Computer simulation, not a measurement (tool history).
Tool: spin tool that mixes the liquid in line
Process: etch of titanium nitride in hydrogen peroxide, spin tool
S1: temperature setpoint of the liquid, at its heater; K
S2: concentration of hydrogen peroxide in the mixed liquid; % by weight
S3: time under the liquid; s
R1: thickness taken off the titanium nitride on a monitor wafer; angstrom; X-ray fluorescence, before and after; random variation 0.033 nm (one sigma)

Run 1, day 0: S1 323.15 K, S2 23 % by weight, S3 300 s. Result: R1 103.15 angstrom.
Run 2, day 0.3: S1 323.15 K, S2 27 % by weight, S3 300 s. Result: R1 105.53 angstrom.
Run 3, day 0.671: S1 323.15 K, S2 29.5 % by weight, S3 300 s. Result: R1 107.42 angstrom.
Run 4, day 0.767: S1 323.15 K, S2 30 % by weight, S3 300 s. Result: R1 108.14 angstrom.
Run 5, day 1.033: S1 323.15 K, S2 30 % by weight, S3 320 s. Result: R1 115.14 angstrom.
Run 6, day 1.204: S1 323.15 K, S2 30 % by weight, S3 320 s. Result: R1 116.54 angstrom.
Run 7, day 1.279: S1 318.15 K, S2 30 % by weight, S3 320 s. Result: R1 80.964 angstrom.

The next listed run, before its measurement:
Run 8, day 1.642: S1 315.15 K, S2 30 % by weight, S3 320 s. Result: R1 ?.

{"run 8": {"R1": 64.292}}
